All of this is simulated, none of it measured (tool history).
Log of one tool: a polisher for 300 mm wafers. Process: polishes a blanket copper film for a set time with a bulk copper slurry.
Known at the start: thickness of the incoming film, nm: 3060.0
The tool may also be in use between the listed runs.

run	hour	flow of slurry (ml/min)	pressure of the wafer on the pad (psi)	speed of the pad under the wafer (cm/s)	abrasive content of the slurry	polishing time (s)	film removed (angstrom)
1	0	165	3.3	136	1	100	15088
2	5.3	165	3.3	136	0.8	100	14817
3	14.2	165	3.3	136	0.8	105	15507
4	16.3	165	3.3	152	0.8	105	16861
5	21.5	165	3.3	152	0.8	100	15784
6	22.2	165	3	150	0.8	100	14622
7	22.8	165	2.7	144	0.8	100	12549
8	26.6	165	2.5	144	0.8	100	11587
9	33.7	165	2.3	144	0.8	100	10585

Run 10 comes next. What will it give?
10	42.3	165	2.2	144	0.8	100	?

{"run 10": {"film removed (angstrom)": 10333}}
